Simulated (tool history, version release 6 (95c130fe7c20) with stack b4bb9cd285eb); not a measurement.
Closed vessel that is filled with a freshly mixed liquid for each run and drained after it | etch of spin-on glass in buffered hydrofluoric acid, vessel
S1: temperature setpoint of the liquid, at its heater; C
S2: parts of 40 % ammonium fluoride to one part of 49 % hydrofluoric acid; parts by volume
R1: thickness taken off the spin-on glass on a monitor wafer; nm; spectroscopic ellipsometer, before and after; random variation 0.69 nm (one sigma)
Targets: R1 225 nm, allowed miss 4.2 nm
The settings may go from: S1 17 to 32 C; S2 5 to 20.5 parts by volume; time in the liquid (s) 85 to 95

{"run": 1, "hour": 0.0, "S1": 25, "S2": 12.5, "time in the liquid (s)": 85, "R1": 167.6}
{"run": 2, "hour": 9.0, "S1": 25, "S2": 16, "time in the liquid (s)": 85, "R1": 131.79}
{"run": 3, "hour": 15.9, "S1": 26.5, "S2": 16, "time in the liquid (s)": 85, "R1": 142.08}
{"run": 4, "hour": 21.6, "S1": 23.5, "S2": 16, "time in the liquid (s)": 85, "R1": 120.89}
{"run": 5, "hour": 26.5, "S1": 23.5, "S2": 16, "time in the liquid (s)": 85, "R1": 120.88}
{"run": 6, "hour": 28.1, "S1": 24.5, "S2": 16, "time in the liquid (s)": 85, "R1": 127.64}
{"run": 7, "hour": 30.6, "S1": 25.5, "S2": 15.5, "time in the liquid (s)": 85, "R1": 138.53}
{"run": 8, "hour": 37.9, "S1": 26, "S2": 15.5, "time in the liquid (s)": 85, "R1": 143.13}
{"run": 9, "hour": 44.5, "S1": 26.5, "S2": 15.5, "time in the liquid (s)": 85, "R1": 146.99}
{"run": 10, "hour": 52.3, "S1": 27, "S2": 15.5, "time in the liquid (s)": 85, "R1": 150.44}
{"run": 11, "hour": 59.2, "S1": 27.5, "S2": 15.5, "time in the liquid (s)": 85, "R1": 155.08}
{"run": 12, "hour": 60.2, "S1": 31.5, "S2": 13.5, "time in the liquid (s)": 85, "R1": 217.95}

4 next moves are on the table. One of them brings every result within its allowed miss. Which?
{"run": "A", "hour": 61.2, "S1": 31.5, "S2": 14, "time in the liquid (s)": 90, "R1": "?"}
{"run": "B", "hour": 61.2, "S1": 32, "S2": 13, "time in the liquid (s)": 85, "R1": "?"}
{"run": "C", "hour": 61.2, "S1": 31.5, "S2": 15.5, "time in the liquid (s)": 95, "R1": "?"}
{"run": "D", "hour": 61.2, "S1": 31, "S2": 13, "time in the liquid (s)": 90, "R1": "?"}

move=A R1=224.04
move=B R1=233.48
move=C R1=214.06
move=D R1=234.68
A: meets every target
B: takes the result that was furthest off past its target
C: further off than the last run
D: takes the result that was furthest off past its target
Answer: A
